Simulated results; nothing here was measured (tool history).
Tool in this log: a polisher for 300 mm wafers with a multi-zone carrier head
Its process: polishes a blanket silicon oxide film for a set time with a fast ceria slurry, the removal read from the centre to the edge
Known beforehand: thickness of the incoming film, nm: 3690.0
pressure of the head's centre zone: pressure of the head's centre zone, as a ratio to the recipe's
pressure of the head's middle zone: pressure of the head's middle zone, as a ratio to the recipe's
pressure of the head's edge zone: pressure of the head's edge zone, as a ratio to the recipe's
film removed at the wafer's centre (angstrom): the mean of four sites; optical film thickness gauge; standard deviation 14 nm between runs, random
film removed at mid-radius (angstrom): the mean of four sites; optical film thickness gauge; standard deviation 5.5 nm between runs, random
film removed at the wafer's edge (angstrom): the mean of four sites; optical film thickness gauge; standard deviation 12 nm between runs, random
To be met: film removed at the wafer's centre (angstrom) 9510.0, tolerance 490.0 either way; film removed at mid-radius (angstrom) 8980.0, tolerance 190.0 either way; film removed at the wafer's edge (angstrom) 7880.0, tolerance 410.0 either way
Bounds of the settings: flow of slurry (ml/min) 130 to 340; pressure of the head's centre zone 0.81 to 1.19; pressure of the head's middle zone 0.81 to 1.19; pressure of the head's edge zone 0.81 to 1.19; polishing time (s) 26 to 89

run	hour	flow of slurry (ml/min)	pressure of the head's centre zone	pressure of the head's middle zone	pressure of the head's edge zone	polishing time (s)	film removed at the wafer's centre (angstrom)	film removed at mid-radius (angstrom)	film removed at the wafer's edge (angstrom)
1	0.0	220	1.00	1.00	1.00	57	7510.7	7421.2	7108.8
2	4.4	220	1.00	1.00	1.00	48	6067.2	6284.8	5901.2
3	10.3	220	0.94	1.00	1.00	48	5918.2	6242.4	5825.0
4	10.9	220	0.89	1.00	1.00	48	5707.3	6268.3	5949.1
5	19.5	220	0.92	1.00	1.00	48	5807.7	6187.0	5925.0
6	23.5	230	0.97	1.01	1.01	51	6406.5	6614.3	6453.4
7	24.7	235	1.01	1.03	0.99	53	7133.5	7089.4	6500.1
8	30.3	245	1.03	1.05	1.00	54	7213.5	7443.0	6642.2
9	31.4	250	1.05	1.05	1.00	56	7740.8	7728.4	6996.4
# hour 38.7: edge zone pressure recalibrated
10	38.7	255	1.07	1.06	1.01	57	8004.5	7883.7	7511.4
11	41.1	260	1.09	1.07	1.00	57	7956.8	8086.4	7463.2
12	49.8	260	1.11	1.07	0.98	58	8597.8	8143.6	7374.5
13	52.7	265	1.13	1.08	0.98	58	8404.0	8209.1	7389.2
14	55.0	270	1.14	1.08	0.97	59	8789.6	8360.1	7589.6
15	60.9	275	1.15	1.09	0.97	59	9015.7	8468.3	7739.6
16	68.9	280	1.15	1.10	0.96	59	8861.6	8469.2	7368.8
17	75.1	280	1.16	1.10	0.96	59	9184.7	8497.0	7565.7
18	80.8	285	1.16	1.11	0.96	59	8942.9	8503.0	7538.6

Exercise: of the 4 proposed moves below, exactly one satisfies all targets within the stated allowed misses. Which move is it?
A	86.5	290	1.16	1.19	0.93	62	?	?	?
B	86.5	340	1.08	1.18	1.01	58	?	?	?
C	86.5	300	1.12	1.06	0.87	64	?	?	?
D	86.5	265	0.98	1.18	1.10	63	?	?	?

move	film removed at the wafer's centre (angstrom)	film removed at mid-radius (angstrom)	film removed at the wafer's edge (angstrom)
A	9367.4	9485.4	7871.0
B	8346.5	8953.8	7750.4
C	9391.0	8980.8	7913.9
D	8066.3	9484.7	8612.5
A: pushes the last run's worst result past its target
B: meets the target for the result that was furthest off, but another lies outside its allowed miss
C: every result lands within tolerance
D: pushes the last run's worst result past its target
The right move is C.

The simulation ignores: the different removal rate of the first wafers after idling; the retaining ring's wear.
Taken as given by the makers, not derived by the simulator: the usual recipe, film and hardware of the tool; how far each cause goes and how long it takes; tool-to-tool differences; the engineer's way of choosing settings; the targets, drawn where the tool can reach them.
